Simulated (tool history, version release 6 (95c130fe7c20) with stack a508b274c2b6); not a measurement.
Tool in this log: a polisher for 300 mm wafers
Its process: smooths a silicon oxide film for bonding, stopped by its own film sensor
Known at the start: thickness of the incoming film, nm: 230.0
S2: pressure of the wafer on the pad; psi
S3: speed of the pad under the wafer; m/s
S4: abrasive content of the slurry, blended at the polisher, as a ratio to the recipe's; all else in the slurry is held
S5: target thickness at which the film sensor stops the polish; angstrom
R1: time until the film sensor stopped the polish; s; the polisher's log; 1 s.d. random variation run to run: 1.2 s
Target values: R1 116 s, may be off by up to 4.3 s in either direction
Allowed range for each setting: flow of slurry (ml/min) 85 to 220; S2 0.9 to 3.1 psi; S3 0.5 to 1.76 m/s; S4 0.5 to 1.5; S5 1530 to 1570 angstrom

Run 1, day 0: flow of slurry (ml/min) 140, S2 2 psi, S3 1.12 m/s, S4 1, S5 1570 angstrom. Result: R1 76.151 s.
Run 2, day 0.346: flow of slurry (ml/min) 135, S2 1.8 psi, S3 1.12 m/s, S4 1, S5 1570 angstrom. Result: R1 83.843 s.
Run 3, day 0.65: flow of slurry (ml/min) 135, S2 2.3 psi, S3 1.12 m/s, S4 1, S5 1570 angstrom. Result: R1 66.298 s.
Run 4, day 0.992: flow of slurry (ml/min) 135, S2 2.3 psi, S3 1.12 m/s, S4 1, S5 1570 angstrom. Result: R1 66.364 s.
Run 5, day 1.046: flow of slurry (ml/min) 135, S2 2.3 psi, S3 1.12 m/s, S4 0.8, S5 1570 angstrom. Result: R1 73.081 s.
Run 6, day 1.104: flow of slurry (ml/min) 130, S2 2 psi, S3 1.12 m/s, S4 0.8, S5 1570 angstrom. Result: R1 83.448 s.
Run 7, day 1.196: flow of slurry (ml/min) 130, S2 1.8 psi, S3 1.12 m/s, S4 0.8, S5 1570 angstrom. Result: R1 93.879 s.
Run 8, day 1.312: flow of slurry (ml/min) 125, S2 1.7 psi, S3 1.12 m/s, S4 0.8, S5 1570 angstrom. Result: R1 96.887 s.
Run 9, day 1.625: flow of slurry (ml/min) 125, S2 1.6 psi, S3 1.12 m/s, S4 0.8, S5 1570 angstrom. Result: R1 105.7 s.
Run 10, day 1.692: flow of slurry (ml/min) 120, S2 1.6 psi, S3 1.12 m/s, S4 0.8, S5 1570 angstrom. Result: R1 105.38 s.
Run 11, day 1.904: flow of slurry (ml/min) 115, S2 1.6 psi, S3 1.12 m/s, S4 0.8, S5 1570 angstrom. Result: R1 106.87 s.
Run 12, day 2.154: flow of slurry (ml/min) 110, S2 1.6 psi, S3 1.12 m/s, S4 0.8, S5 1570 angstrom. Result: R1 107.19 s.
Run 13, day 2.292: flow of slurry (ml/min) 105, S2 1.6 psi, S3 1.12 m/s, S4 0.8, S5 1570 angstrom. Result: R1 106.27 s.
Run 14, day 2.629: flow of slurry (ml/min) 105, S2 1.4 psi, S3 1.12 m/s, S4 0.8, S5 1570 angstrom. Result: R1 123.22 s.
Run 15, day 2.967: flow of slurry (ml/min) 110, S2 1.4 psi, S3 1.12 m/s, S4 0.8, S5 1570 angstrom. Result: R1 122.84 s.
Run 16, day 3.042: flow of slurry (ml/min) 110, S2 1.4 psi, S3 1.12 m/s, S4 0.8, S5 1570 angstrom. Result: R1 122.93 s.

Which of these 5 next moves meets every target?
Run A, day 3.117: flow of slurry (ml/min) 115, S2 1.3 psi, S3 1.22 m/s, S4 0.7, S5 1570 angstrom. Result: R1 ?.
Run B, day 3.117: flow of slurry (ml/min) 135, S2 1.7 psi, S3 0.82 m/s, S4 0.7, S5 1540 angstrom. Result: R1 ?.
Run C, day 3.117: flow of slurry (ml/min) 110, S2 1.5 psi, S3 1.12 m/s, S4 0.7, S5 1550 angstrom. Result: R1 ?.
Run D, day 3.117: flow of slurry (ml/min) 135, S2 1 psi, S3 1.4 m/s, S4 0.95, S5 1570 angstrom. Result: R1 ?.
Run E, day 3.117: flow of slurry (ml/min) 90, S2 1.6 psi, S3 0.98 m/s, S4 0.9, S5 1570 angstrom. Result: R1 ?.

move      R1
   A  131.32
   B  132.26
   C  125.38
   D  131.44
   E  116.55
A: its largest miss is bigger than the last run's
B: its largest miss is bigger than the last run's
C: its largest miss is bigger than the last run's
D: its largest miss is bigger than the last run's
E: each result inside its tolerance
E is the move that brings every result within its allowed miss.
